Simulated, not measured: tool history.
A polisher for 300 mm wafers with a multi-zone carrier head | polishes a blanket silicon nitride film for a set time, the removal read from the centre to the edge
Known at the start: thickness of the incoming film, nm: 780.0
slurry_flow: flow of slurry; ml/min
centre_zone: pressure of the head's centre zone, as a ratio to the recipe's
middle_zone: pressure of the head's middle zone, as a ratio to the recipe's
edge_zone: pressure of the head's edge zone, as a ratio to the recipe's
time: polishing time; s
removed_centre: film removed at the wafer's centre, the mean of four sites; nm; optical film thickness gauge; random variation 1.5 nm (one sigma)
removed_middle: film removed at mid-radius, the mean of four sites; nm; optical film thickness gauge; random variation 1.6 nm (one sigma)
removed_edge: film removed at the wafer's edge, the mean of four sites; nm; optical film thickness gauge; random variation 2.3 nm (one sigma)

| run | hour | slurry_flow | centre_zone | middle_zone | edge_zone | time | removed_centre | removed_middle | removed_edge |
|---|---|---|---|---|---|---|---|---|---|
| 1 | 0.0 | 170 | 1.00 | 1.00 | 1.00 | 88 | 140.61 | 141.89 | 146.89 |
| 2 | 4.5 | 170 | 1.00 | 1.00 | 1.00 | 72 | 114.88 | 116.85 | 118.16 |
| 3 | 6.2 | 215 | 1.00 | 1.00 | 1.00 | 72 | 118.96 | 119.61 | 122.16 |
| 4 | 8.7 | 180 | 1.00 | 1.00 | 1.00 | 72 | 116.74 | 116.30 | 119.77 |
| 5 | 11.2 | 200 | 1.00 | 1.00 | 1.00 | 72 | 119.74 | 117.56 | 120.70 |
| 6 | 13.5 | 200 | 1.02 | 1.02 | 1.02 | 77 | 126.64 | 128.14 | 129.22 |
| 7 | 18.7 | 205 | 1.04 | 1.03 | 1.04 | 82 | 140.07 | 136.87 | 140.21 |

Forecast run 8:
| 8 | 25.0 | 205 | 1.05 | 1.05 | 1.06 | 85 | ? | ? | ? |

{"run 8": {"removed_centre": 146.31, "removed_middle": 143.35, "removed_edge": 146.99}}
